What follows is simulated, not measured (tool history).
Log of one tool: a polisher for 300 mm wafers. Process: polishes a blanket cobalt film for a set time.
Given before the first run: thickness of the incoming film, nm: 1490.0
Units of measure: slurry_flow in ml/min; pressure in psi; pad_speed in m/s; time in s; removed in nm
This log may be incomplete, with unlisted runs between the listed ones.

run  hour  slurry_flow  pressure  pad_speed  time  removed
  1   0.0          290       1.9       1.10    54   209.31
  2   3.9          290       1.9       1.10    48   181.12
  3   6.2          290       1.5       1.10    48   147.05
  4  13.6          290       1.7       1.12    48   166.89
  5  18.3          345       1.7       1.12    48   171.98
  6  21.5          345       1.8       1.14    48   180.98
  7  22.1          345       1.9       1.16    48   196.29
  8  25.7          345       2.0       1.18    48   207.22

Run 9 comes next. What will it give?
  9  26.9          345       2.1       1.22    48        ?

removed: 223.79 nm

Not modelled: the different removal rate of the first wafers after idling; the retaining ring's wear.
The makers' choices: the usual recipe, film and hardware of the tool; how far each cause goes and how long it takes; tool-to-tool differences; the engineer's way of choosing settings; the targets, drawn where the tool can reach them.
